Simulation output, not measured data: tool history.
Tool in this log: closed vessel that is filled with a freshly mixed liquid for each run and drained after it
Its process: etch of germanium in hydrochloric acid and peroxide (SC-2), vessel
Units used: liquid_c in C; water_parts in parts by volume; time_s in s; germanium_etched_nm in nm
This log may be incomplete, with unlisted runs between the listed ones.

run  hour  liquid_c  water_parts  time_s  germanium_etched_nm
  1   0.0      50.0          5.5      30               94.335
  2   2.9      51.5          5.5      30               98.829
  3   6.0      49.0          5.5      30               91.380
  4   9.3      51.0          5.5      30               96.679
  5  17.0      52.5          5.5      30              101.680
  6  24.8      52.5          5.5      30              102.280
  7  31.2      53.0          5.5      30              104.030

Forecast run 8:
  8  33.8      53.5          5.5      30                    ?

{"run 8": {"germanium_etched_nm": 105.99}}

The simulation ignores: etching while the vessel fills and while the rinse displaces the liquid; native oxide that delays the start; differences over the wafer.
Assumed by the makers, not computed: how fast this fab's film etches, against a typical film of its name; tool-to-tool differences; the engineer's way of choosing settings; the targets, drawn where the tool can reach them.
